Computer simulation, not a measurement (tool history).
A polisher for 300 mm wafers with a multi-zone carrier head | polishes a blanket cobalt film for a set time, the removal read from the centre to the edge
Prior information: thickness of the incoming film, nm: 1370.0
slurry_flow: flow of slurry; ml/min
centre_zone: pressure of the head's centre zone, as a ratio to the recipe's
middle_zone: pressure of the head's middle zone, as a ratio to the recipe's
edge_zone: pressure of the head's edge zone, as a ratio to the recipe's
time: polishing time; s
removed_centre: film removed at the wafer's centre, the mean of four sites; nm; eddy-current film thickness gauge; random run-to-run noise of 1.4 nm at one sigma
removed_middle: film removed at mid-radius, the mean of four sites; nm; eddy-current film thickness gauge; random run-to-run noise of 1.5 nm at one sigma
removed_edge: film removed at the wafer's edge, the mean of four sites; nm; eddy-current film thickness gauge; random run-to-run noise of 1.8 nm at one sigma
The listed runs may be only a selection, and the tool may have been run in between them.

{"run": 1, "day": 0.0, "slurry_flow": 240, "centre_zone": 1, "middle_zone": 1, "edge_zone": 1, "time": 46, "removed_centre": 123.12, "removed_middle": 125.86, "removed_edge": 126.8}
{"run": 2, "day": 0.175, "slurry_flow": 250, "centre_zone": 1.03, "middle_zone": 1.03, "edge_zone": 1, "time": 46, "removed_centre": 126.88, "removed_middle": 128.32, "removed_edge": 126.99}
{"run": 3, "day": 0.204, "slurry_flow": 250, "centre_zone": 1.03, "middle_zone": 1.09, "edge_zone": 1, "time": 46, "removed_centre": 126.21, "removed_middle": 136.23, "removed_edge": 127.99}
{"run": 4, "day": 0.471, "slurry_flow": 250, "centre_zone": 1.03, "middle_zone": 1.09, "edge_zone": 1, "time": 53, "removed_centre": 144.03, "removed_middle": 155.85, "removed_edge": 150.05}
{"run": 5, "day": 0.608, "slurry_flow": 255, "centre_zone": 1.05, "middle_zone": 1.09, "edge_zone": 0.97, "time": 53, "removed_centre": 148.35, "removed_middle": 156.52, "removed_edge": 143.87}
{"run": 6, "day": 0.783, "slurry_flow": 255, "centre_zone": 1.05, "middle_zone": 1.14, "edge_zone": 0.97, "time": 53, "removed_centre": 152.18, "removed_middle": 163.77, "removed_edge": 144.6}
{"run": 7, "day": 1.117, "slurry_flow": 255, "centre_zone": 1.05, "middle_zone": 1.14, "edge_zone": 0.97, "time": 53, "removed_centre": 148.07, "removed_middle": 164.83, "removed_edge": 145.31}

What does the tool deliver on the next run?
{"run": 8, "day": 1.483, "slurry_flow": 250, "centre_zone": 1.06, "middle_zone": 1.12, "edge_zone": 0.96, "time": 53, "removed_centre": "?", "removed_middle": "?", "removed_edge": "?"}

Run 8 came out at removed_centre 149.9 nm, removed_middle 161.69 nm, removed_edge 145.46 nm.
